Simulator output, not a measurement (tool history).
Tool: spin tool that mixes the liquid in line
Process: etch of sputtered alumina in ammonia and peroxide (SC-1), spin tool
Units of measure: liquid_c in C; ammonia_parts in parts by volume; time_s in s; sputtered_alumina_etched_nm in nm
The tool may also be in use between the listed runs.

| run | hour | liquid_c | ammonia_parts | time_s | sputtered_alumina_etched_nm |
|---|---|---|---|---|---|
| 1 | 0.0 | 62.0 | 0.95 | 290 | 33.989 |
| 2 | 1.4 | 55.5 | 0.95 | 290 | 24.584 |
| 3 | 5.4 | 58.0 | 0.95 | 290 | 27.774 |
| 4 | 8.0 | 64.0 | 0.95 | 290 | 37.763 |
| 5 | 12.5 | 64.0 | 0.75 | 290 | 37.279 |
| 6 | 14.8 | 64.0 | 1.00 | 290 | 38.148 |
| 7 | 15.6 | 64.5 | 1.00 | 290 | 38.618 |

For run 8, what comes out?
| 8 | 22.3 | 65.0 | 1.00 | 290 | ? |

For run 8 the tool returned sputtered_alumina_etched_nm 40.054 nm.
